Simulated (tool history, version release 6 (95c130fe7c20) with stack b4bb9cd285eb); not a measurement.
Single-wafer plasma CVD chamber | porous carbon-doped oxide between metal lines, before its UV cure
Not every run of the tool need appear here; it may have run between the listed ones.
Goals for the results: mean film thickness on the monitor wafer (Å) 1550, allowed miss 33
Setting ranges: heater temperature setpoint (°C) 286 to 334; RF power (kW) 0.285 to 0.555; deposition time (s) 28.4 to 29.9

run,day,heater temperature setpoint (°C),RF power (kW),deposition time (s),mean film thickness on the monitor wafer (Å)
1,0,310,0.42,29.9,1302.1
2,0.046,314,0.42,29.9,1275.5
3,0.267,309,0.43,29.9,1319.5
4,0.479,305,0.445,29.9,1387.4
5,0.662,302,0.45,29.9,1416.6
6,0.95,302,0.475,29.9,1465.2
7,1.25,300,0.48,29.9,1495
8,1.283,299,0.48,29.9,1502.7
9,1.392,298,0.48,29.9,1507.9
10,1.471,297,0.48,29.9,1510
11,1.521,297,0.48,29.9,1514.6

Next run, 4 choices. One meets every target within its allowed miss, the rest don't. Which?
A,1.571,297,0.495,28.4,?
B,1.571,298,0.475,29.9,?
C,1.571,300,0.485,29.3,?
D,1.571,296,0.505,29.4,?

move,mean film thickness on the monitor wafer (Å)
A,1471.2
B,1499.3
C,1474.7
D,1548.5
A: lands further from the targets than the last run did
B: lands further from the targets than the last run did
C: lands further from the targets than the last run did
D: meets every target
Go with D: it meets all targets.
